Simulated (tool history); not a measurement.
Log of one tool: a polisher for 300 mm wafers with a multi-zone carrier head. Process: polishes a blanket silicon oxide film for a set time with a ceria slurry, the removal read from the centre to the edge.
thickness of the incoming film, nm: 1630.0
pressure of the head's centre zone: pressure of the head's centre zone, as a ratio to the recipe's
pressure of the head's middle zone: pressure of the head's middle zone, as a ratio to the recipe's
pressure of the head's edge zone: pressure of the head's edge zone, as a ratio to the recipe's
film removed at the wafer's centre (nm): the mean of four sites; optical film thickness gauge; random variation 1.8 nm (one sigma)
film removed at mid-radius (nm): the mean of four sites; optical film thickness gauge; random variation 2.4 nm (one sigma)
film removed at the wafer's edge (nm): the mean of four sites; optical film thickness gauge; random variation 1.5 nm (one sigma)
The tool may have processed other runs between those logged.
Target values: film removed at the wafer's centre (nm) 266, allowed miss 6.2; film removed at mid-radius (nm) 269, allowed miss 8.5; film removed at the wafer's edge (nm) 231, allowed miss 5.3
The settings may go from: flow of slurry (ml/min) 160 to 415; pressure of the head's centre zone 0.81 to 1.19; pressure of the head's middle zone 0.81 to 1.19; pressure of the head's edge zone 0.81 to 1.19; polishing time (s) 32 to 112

run,day,flow of slurry (ml/min),pressure of the head's centre zone,pressure of the head's middle zone,pressure of the head's edge zone,polishing time (s),film removed at the wafer's centre (nm),film removed at mid-radius (nm),film removed at the wafer's edge (nm)
1,0,265,1,1,1,72,228.77,226,227.95
2,0.171,265,1,1,1,64,205.25,199.77,204.56
3,0.312,215,1,1,1,64,202.95,195.59,197.28
4,0.654,215,1,1,1,46,145.32,141.14,143.45
5,1.025,240,1.03,1.04,1,51,165.49,166.06,162.67
6,1.212,245,1.06,1.06,0.99,55,177.84,181.13,174.01
7,1.558,320,1.16,1.11,0.89,75,267.38,263.12,225.57
8,1.929,320,1.16,1.11,0.89,75,265.09,257.58,229.17

Which one of the following 5 next-run settings gets every result inside its allowed miss? There is exactly one.
A,2.3,260,1.1,1.09,0.81,77,?,?,?
B,2.3,335,1.11,1.01,0.95,74,?,?,?
C,2.3,290,1.11,1.03,0.84,76,?,?,?
D,2.3,415,1.16,1.02,0.94,74,?,?,?
E,2.3,265,1.13,1.15,0.9,77,?,?,?

move,film removed at the wafer's centre (nm),film removed at mid-radius (nm),film removed at the wafer's edge (nm)
A,257.56,261.28,219.17
B,254.39,240.56,230.2
C,258.08,248.31,221.52
D,265.52,246.14,231.68
E,262.28,273.65,229.86
A: brings the result that was furthest off to its target, and leaves another outside
B: lands further from the targets than the last run did
C: lands further from the targets than the last run did
D: lands further from the targets than the last run did
E: in spec on every target
So the answer is move E, the one that meets all the targets.

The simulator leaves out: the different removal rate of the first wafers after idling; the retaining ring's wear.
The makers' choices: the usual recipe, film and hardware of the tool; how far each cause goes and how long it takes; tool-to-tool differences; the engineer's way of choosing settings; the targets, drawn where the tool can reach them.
